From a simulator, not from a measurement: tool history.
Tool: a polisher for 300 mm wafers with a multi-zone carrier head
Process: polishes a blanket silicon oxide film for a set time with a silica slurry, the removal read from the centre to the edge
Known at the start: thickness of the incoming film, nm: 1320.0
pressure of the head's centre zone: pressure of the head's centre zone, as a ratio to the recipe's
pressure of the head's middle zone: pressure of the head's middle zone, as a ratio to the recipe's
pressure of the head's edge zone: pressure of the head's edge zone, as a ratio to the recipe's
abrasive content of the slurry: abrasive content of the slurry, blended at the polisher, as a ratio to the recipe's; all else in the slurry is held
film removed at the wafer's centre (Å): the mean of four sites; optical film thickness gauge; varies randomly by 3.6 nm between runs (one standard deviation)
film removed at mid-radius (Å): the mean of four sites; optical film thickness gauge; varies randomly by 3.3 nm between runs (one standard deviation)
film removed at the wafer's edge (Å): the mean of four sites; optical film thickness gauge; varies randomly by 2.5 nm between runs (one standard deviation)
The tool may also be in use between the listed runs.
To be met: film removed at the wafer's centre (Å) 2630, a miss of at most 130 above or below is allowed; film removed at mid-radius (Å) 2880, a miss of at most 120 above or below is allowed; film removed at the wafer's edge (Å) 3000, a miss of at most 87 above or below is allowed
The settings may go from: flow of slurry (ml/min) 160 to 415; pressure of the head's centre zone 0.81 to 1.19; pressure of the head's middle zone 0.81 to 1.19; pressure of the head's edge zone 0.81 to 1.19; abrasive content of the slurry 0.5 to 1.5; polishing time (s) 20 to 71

run	hour	flow of slurry (ml/min)	pressure of the head's centre zone	pressure of the head's middle zone	pressure of the head's edge zone	abrasive content of the slurry	polishing time (s)	film removed at the wafer's centre (Å)	film removed at mid-radius (Å)	film removed at the wafer's edge (Å)
1	0	265	1	1	1	1	45	2001.8	1908.9	1941.4
2	7.4	265	0.98	1.01	1.04	1.15	47	2130.4	2122.3	2200.1
3	14.1	265	0.98	1.01	1.13	1.15	47	2154.8	2160.6	2339.9
4	16.6	270	0.98	1.03	1.14	1.25	48	2301.9	2268.9	2405.6
5	20	335	0.98	1.03	1.14	1.25	48	2258.3	2306.2	2436
6	21	335	0.98	1.03	1.14	1.35	48	2323.7	2319	2527.8
7	27.5	335	0.98	1.03	1.14	1.35	48	2310.5	2365.4	2523.8
8	30	335	0.97	1.04	1.15	1.4	49	2407.5	2463.2	2608.7
9	37.9	340	0.96	1.04	1.16	1.45	50	2433.8	2583.9	2687.1
10	39.2	340	0.95	1.04	1.17	1.45	51	2532.7	2590.4	2774.6
11	41.5	345	0.93	1.05	1.18	1.45	52	2481.7	2661.6	2829.1
12	43.7	345	0.93	1.05	1.18	1.45	52	2521.6	2717.4	2877.3

Of the 5 settings listed for the next run, only one would bring every result within its allowed miss of target. Which one?
A	45.9	335	0.97	0.98	1.13	1.35	54	?	?	?
B	45.9	360	1.03	1.11	1.13	1.5	49	?	?	?
C	45.9	260	0.85	1.06	1.14	1.4	54	?	?	?
D	45.9	265	0.86	0.92	1.19	1.2	57	?	?	?
E	45.9	415	0.93	1.06	1.19	1.35	55	?	?	?

move	film removed at the wafer's centre (Å)	film removed at mid-radius (Å)	film removed at the wafer's edge (Å)
A	2669.7	2569.6	2780.2
B	2682.4	2696.9	2617.6
C	2306	2716.5	2773.3
D	2341.8	2421.2	2852.3
E	2654.5	2843.3	2942.4
A: its largest miss is bigger than the last run's
B: its largest miss is bigger than the last run's
C: its largest miss is bigger than the last run's
D: its largest miss is bigger than the last run's
E: each result inside its tolerance
The right move is E.
